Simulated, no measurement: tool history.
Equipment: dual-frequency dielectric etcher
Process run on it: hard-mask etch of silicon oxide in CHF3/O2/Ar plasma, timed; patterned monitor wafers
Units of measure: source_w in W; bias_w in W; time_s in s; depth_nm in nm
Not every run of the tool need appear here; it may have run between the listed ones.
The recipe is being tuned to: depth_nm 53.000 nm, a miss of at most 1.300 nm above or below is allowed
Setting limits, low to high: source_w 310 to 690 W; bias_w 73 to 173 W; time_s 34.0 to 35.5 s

run  hour  source_w  bias_w  time_s  depth_nm
  1   0.0       500     123    34.0    57.979
  2   3.5       500     134    34.0    60.601
  3   8.6       460     131    34.0    57.959
  4  16.6       530     131    34.0    60.919
  5  17.9       530     131    35.5    64.270
  6  21.1       490     125    35.5    60.693
  7  23.2       450     122    35.5    58.706
  8  29.2       420     120    35.5    56.074
  9  30.4       410     119    35.5    56.432
 10  33.6       390     118    35.5    54.252
     36.3  -- wet clean of the chamber
 11  36.3       390     118    35.5    56.467
 12  44.3       380     115    35.5    55.732
 13  51.5       370     113    35.5    55.277

Below are 4 possible settings for the next run. Only one of them brings all results inside the allowed miss of their targets. Which is it?
  A  58.7       420     105    35.5         ?
  B  58.7       400     120    35.0         ?
  C  58.7       410     127    35.5         ?
  D  58.7       360     116    34.0         ?

move  depth_nm
   A    55.417
   B    57.150
   C    59.987
   D    52.751
A: the biggest miss grows against the last run
B: the biggest miss grows against the last run
C: the biggest miss grows against the last run
D: each result inside its tolerance
Move D is the one to make.
